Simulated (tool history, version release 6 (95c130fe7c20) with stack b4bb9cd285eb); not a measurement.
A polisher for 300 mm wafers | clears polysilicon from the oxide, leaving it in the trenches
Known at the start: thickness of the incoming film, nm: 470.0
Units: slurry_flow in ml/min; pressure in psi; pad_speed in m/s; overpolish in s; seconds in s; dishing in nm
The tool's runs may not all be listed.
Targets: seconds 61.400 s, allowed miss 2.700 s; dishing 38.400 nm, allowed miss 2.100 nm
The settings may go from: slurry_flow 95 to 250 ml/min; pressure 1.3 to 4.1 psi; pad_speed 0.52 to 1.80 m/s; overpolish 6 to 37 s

run  hour  slurry_flow  pressure  pad_speed  overpolish  seconds  dishing
  1   0.0          160       2.7       1.16          19   30.693   50.760
  2   5.8          160       2.7       0.92          19   37.925   49.023
  3  11.4          130       2.7       0.92          19   39.209   48.072
  4  12.5          100       2.7       0.92          19   41.594   48.660
  5  20.4          120       2.6       0.82          16   46.181   46.889
  6  23.8          120       2.9       0.82          16   42.087   49.151
  7  27.1          120       2.5       0.84          18   46.687   48.056
  8  32.2          105       1.8       1.02           9   51.930   38.843
  9  33.0          105       1.7       1.02          10   54.883   39.453
 10  38.2          105       1.5       0.96           6   64.687   28.427
 11  45.7          105       1.5       0.96           8   64.846   33.440
 12  47.5          105       1.5       0.96           9   64.646   35.344

5 next moves are on the table. One of them brings every result within its allowed miss. Which?
  A  49.3          120       1.4       0.88           9        ?        ?
  B  49.3           95       1.8       0.90          10        ?        ?
  C  49.3           95       1.6       0.88          11        ?        ?
  D  49.3          120       1.3       0.98           9        ?        ?
  E  49.3          110       1.6       0.84           9        ?        ?

move  seconds  dishing
   A   70.723   34.419
   B   61.270   38.820
   C   68.454   38.556
   D   67.591   35.243
   E   68.353   35.040
A: further off than the last run
B: meets every target
C: brings the result that was furthest off to its target, and leaves another outside
D: further off than the last run
E: further off than the last run
Answer: B
